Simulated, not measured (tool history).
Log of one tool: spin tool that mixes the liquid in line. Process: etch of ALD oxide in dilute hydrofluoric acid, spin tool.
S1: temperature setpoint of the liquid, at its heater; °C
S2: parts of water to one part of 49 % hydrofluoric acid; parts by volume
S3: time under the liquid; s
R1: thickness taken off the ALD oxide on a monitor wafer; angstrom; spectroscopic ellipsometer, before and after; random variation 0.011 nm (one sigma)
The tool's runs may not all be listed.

run,day,S1,S2,S3,R1
1,0.000,23.0,245,45,18.417
2,0.154,25.0,225,45,21.980
3,0.429,26.5,210,45,25.301
4,0.479,26.5,130,45,44.975
5,0.654,24.0,130,45,40.717
6,0.796,22.5,130,45,38.498
7,1.075,21.5,130,45,36.915

Forecast run 8:
8,1.238,21.0,130,45,?

{"run 8": {"R1": 36.24}}
